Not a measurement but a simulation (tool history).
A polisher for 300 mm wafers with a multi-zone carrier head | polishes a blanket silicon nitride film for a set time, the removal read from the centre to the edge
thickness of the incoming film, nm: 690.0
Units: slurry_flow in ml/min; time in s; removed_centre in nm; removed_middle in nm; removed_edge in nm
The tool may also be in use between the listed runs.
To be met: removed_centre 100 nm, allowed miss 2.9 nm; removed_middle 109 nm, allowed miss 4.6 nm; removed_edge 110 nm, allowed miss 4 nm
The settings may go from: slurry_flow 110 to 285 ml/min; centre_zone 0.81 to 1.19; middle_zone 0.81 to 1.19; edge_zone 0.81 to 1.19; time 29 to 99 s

{"run": 1, "hour": 0.0, "slurry_flow": 180, "centre_zone": 1, "middle_zone": 1, "edge_zone": 1, "time": 64, "removed_centre": 141.61, "removed_middle": 144.22, "removed_edge": 138.7}
{"run": 2, "hour": 6.9, "slurry_flow": 170, "centre_zone": 0.97, "middle_zone": 0.98, "edge_zone": 0.98, "time": 62, "removed_centre": 128.31, "removed_middle": 134.51, "removed_edge": 133.61}
{"run": 3, "hour": 10.5, "slurry_flow": 170, "centre_zone": 0.96, "middle_zone": 0.97, "edge_zone": 0.96, "time": 60, "removed_centre": 125.1, "removed_middle": 128.46, "removed_edge": 127.36}
{"run": 4, "hour": 11.7, "slurry_flow": 145, "centre_zone": 0.96, "middle_zone": 0.97, "edge_zone": 0.96, "time": 60, "removed_centre": 120.79, "removed_middle": 125.5, "removed_edge": 124.76}
{"run": 5, "hour": 15.3, "slurry_flow": 140, "centre_zone": 0.94, "middle_zone": 0.96, "edge_zone": 0.94, "time": 59, "removed_centre": 115.95, "removed_middle": 119.38, "removed_edge": 121.09}
{"run": 6, "hour": 23.6, "slurry_flow": 135, "centre_zone": 0.92, "middle_zone": 0.96, "edge_zone": 0.92, "time": 58, "removed_centre": 110.63, "removed_middle": 118.7, "removed_edge": 116.63}
{"run": 7, "hour": 25.4, "slurry_flow": 130, "centre_zone": 0.91, "middle_zone": 0.95, "edge_zone": 0.91, "time": 58, "removed_centre": 108.65, "removed_middle": 119.11, "removed_edge": 115.69}
{"run": 8, "hour": 31.5, "slurry_flow": 130, "centre_zone": 0.91, "middle_zone": 0.95, "edge_zone": 0.91, "time": 58, "removed_centre": 109.02, "removed_middle": 119.08, "removed_edge": 115.66}
{"run": 9, "hour": 36.3, "slurry_flow": 125, "centre_zone": 0.9, "middle_zone": 0.94, "edge_zone": 0.91, "time": 58, "removed_centre": 106.02, "removed_middle": 114.04, "removed_edge": 113.6}
{"run": 10, "hour": 43.0, "slurry_flow": 125, "centre_zone": 0.89, "middle_zone": 0.94, "edge_zone": 0.91, "time": 58, "removed_centre": 105.52, "removed_middle": 115.98, "removed_edge": 117.26}
{"run": 11, "hour": 47.8, "slurry_flow": 115, "centre_zone": 0.88, "middle_zone": 0.91, "edge_zone": 0.85, "time": 55, "removed_centre": 96.767, "removed_middle": 103.95, "removed_edge": 104.95}
{"run": 12, "hour": 50.9, "slurry_flow": 120, "centre_zone": 0.88, "middle_zone": 0.91, "edge_zone": 0.86, "time": 55, "removed_centre": 97.784, "removed_middle": 107.3, "removed_edge": 106.2}
{"run": 13, "hour": 55.6, "slurry_flow": 120, "centre_zone": 0.88, "middle_zone": 0.91, "edge_zone": 0.86, "time": 55, "removed_centre": 96.791, "removed_middle": 106.69, "removed_edge": 108.09}

5 next moves are on the table. One of them brings every result within its allowed miss. Which?
{"run": "A", "hour": 60.3, "slurry_flow": 135, "centre_zone": 0.84, "middle_zone": 0.96, "edge_zone": 0.86, "time": 54, "removed_centre": "?", "removed_middle": "?", "removed_edge": "?"}
{"run": "B", "hour": 60.3, "slurry_flow": 115, "centre_zone": 0.84, "middle_zone": 0.88, "edge_zone": 0.89, "time": 57, "removed_centre": "?", "removed_middle": "?", "removed_edge": "?"}
{"run": "C", "hour": 60.3, "slurry_flow": 185, "centre_zone": 0.84, "middle_zone": 0.91, "edge_zone": 0.89, "time": 51, "removed_centre": "?", "removed_middle": "?", "removed_edge": "?"}
{"run": "D", "hour": 60.3, "slurry_flow": 115, "centre_zone": 0.88, "middle_zone": 0.9, "edge_zone": 0.86, "time": 58, "removed_centre": "?", "removed_middle": "?", "removed_edge": "?"}
{"run": "E", "hour": 60.3, "slurry_flow": 115, "centre_zone": 0.83, "middle_zone": 1.05, "edge_zone": 0.92, "time": 54, "removed_centre": "?", "removed_middle": "?", "removed_edge": "?"}

move=A removed_centre=92.881 removed_middle=112.03 removed_edge=105.59
move=B removed_centre=94.176 removed_middle=107.44 removed_edge=110.58
move=C removed_centre=93.354 removed_middle=107.68 removed_edge=105.47
move=D removed_centre=100.44 removed_middle=111.03 removed_edge=110.76
move=E removed_centre=88.237 removed_middle=115.4 removed_edge=106.16
A: further off than the last run
B: further off than the last run
C: further off than the last run
D: meets every target
E: further off than the last run
Move D is the one to make.

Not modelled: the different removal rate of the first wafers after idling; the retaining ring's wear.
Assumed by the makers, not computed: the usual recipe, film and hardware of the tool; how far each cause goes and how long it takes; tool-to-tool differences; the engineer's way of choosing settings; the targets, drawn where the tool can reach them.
